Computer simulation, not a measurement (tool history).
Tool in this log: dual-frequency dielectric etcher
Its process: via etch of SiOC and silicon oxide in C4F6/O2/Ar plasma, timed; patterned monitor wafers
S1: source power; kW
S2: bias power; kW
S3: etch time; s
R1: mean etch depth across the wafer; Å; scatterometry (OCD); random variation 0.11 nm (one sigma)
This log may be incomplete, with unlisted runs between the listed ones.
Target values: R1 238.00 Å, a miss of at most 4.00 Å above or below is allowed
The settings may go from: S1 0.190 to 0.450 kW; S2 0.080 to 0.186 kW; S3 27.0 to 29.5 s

run,hour,S1,S2,S3,R1
1,0.0,0.320,0.133,29.5,250.70
2,3.5,0.340,0.133,29.5,256.22
3,8.3,0.330,0.132,29.5,252.57
4,10.6,0.330,0.118,29.5,244.08
5,11.4,0.360,0.118,29.5,253.37
6,17.8,0.360,0.137,29.5,263.89
7,23.6,0.350,0.136,29.5,261.64
8,27.6,0.340,0.135,29.5,258.28
9,34.8,0.340,0.135,29.5,258.14
10,43.2,0.330,0.134,29.5,253.83
11,45.2,0.320,0.133,29.5,249.73
12,47.3,0.310,0.133,29.5,246.55

4 next moves are on the table. One of them brings every result within its allowed miss. Which?
A,49.4,0.280,0.160,29.0,?
B,49.4,0.320,0.143,29.0,?
C,49.4,0.350,0.132,27.0,?
D,49.4,0.340,0.108,28.0,?

move,R1
A,249.82
B,253.67
C,238.39
D,228.13
A: misses by more than the last run did
B: misses by more than the last run did
C: in spec on every target
D: pushes the last run's worst result past its target
Correct choice: C, which meets every target

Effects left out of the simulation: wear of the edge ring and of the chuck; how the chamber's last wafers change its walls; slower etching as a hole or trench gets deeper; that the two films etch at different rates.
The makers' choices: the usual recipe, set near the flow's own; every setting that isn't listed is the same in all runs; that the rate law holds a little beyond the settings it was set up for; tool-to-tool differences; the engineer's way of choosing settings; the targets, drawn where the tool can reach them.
